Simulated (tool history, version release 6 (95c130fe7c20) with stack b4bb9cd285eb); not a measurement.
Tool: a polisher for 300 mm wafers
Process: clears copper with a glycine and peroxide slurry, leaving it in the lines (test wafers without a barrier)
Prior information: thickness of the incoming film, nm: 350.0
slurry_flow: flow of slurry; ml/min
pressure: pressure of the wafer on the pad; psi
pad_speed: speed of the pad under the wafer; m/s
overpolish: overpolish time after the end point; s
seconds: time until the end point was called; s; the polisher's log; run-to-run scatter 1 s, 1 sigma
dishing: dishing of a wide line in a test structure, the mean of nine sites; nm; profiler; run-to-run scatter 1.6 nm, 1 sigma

run 1 day=0 | slurry_flow=230 pressure=1.7 pad_speed=0.96 overpolish=20 | seconds=80.296 dishing=53.609
run 2 day=0.188 | slurry_flow=230 pressure=1.7 pad_speed=1.1 overpolish=20 | seconds=74.105 dishing=59.726
run 3 day=0.429 | slurry_flow=230 pressure=1.4 pad_speed=1.1 overpolish=20 | seconds=83.475 dishing=52.379
run 4 day=0.675 | slurry_flow=230 pressure=1.6 pad_speed=1.1 overpolish=20 | seconds=76.779 dishing=55.961
run 5 day=0.929 | slurry_flow=230 pressure=1.7 pad_speed=1.1 overpolish=21 | seconds=72.19 dishing=59.391
run 6 day=0.967 | slurry_flow=280 pressure=1.7 pad_speed=1.1 overpolish=21 | seconds=71.216 dishing=63.028

For run 7, what comes out?
run 7 day=1.325 | slurry_flow=280 pressure=1.7 pad_speed=1.1 overpolish=22 | seconds=? dishing=?

seconds: 72.345 s
dishing: 67.052 nm

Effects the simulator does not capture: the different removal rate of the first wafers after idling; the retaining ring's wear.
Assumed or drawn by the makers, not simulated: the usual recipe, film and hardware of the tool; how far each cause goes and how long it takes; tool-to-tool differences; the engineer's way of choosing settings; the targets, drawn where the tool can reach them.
